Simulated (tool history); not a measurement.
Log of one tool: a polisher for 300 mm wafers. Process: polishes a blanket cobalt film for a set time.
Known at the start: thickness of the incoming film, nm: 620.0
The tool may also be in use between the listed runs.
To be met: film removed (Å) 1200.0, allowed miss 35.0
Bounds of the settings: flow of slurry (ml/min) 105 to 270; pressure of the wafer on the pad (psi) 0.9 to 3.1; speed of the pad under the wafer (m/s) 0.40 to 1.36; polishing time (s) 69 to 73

| run | hour | flow of slurry (ml/min) | pressure of the wafer on the pad (psi) | speed of the pad under the wafer (m/s) | polishing time (s) | film removed (Å) |
|---|---|---|---|---|---|---|
| 1 | 0.0 | 175 | 2.0 | 0.88 | 69 | 3140.3 |
| 2 | 4.8 | 170 | 1.8 | 0.82 | 69 | 2608.0 |
| 3 | 6.5 | 165 | 1.6 | 0.78 | 69 | 2237.7 |
| 4 | 8.4 | 160 | 1.5 | 0.74 | 69 | 1972.4 |
|  | 12.9 | head pressure recalibrated |
| 5 | 12.9 | 160 | 1.5 | 0.82 | 69 | 2464.0 |
| 6 | 14.7 | 160 | 1.4 | 0.76 | 69 | 2153.2 |
| 7 | 21.5 | 160 | 1.3 | 0.70 | 69 | 1854.4 |
| 8 | 24.3 | 155 | 1.2 | 0.66 | 69 | 1594.3 |
| 9 | 27.8 | 150 | 1.1 | 0.64 | 69 | 1439.0 |
| 10 | 29.4 | 145 | 1.1 | 0.64 | 69 | 1436.0 |
| 11 | 32.1 | 140 | 1.1 | 0.64 | 69 | 1418.4 |
| 12 | 34.3 | 125 | 0.9 | 0.58 | 69 | 1072.2 |
| 13 | 42.5 | 130 | 0.9 | 0.58 | 69 | 1071.7 |
| 14 | 45.0 | 130 | 0.9 | 0.58 | 69 | 1065.0 |

Which of these 5 next moves meets every target?
| A | 47.5 | 170 | 1.1 | 0.54 | 73 | ? |
| B | 47.5 | 130 | 0.9 | 0.60 | 69 | ? |
| C | 47.5 | 120 | 1.1 | 0.54 | 73 | ? |
| D | 47.5 | 180 | 0.9 | 0.66 | 69 | ? |
| E | 47.5 | 105 | 1.1 | 0.56 | 69 | ? |

| move | film removed (Å) |
|---|---|
| A | 1317.1 |
| B | 1102.3 |
| C | 1260.5 |
| D | 1257.0 |
| E | 1211.0 |
A: takes the result that was furthest off past its target
B: nearer than the last run, and not there yet
C: takes the result that was furthest off past its target
D: takes the result that was furthest off past its target
E: meets every target
Move E is the one to make.
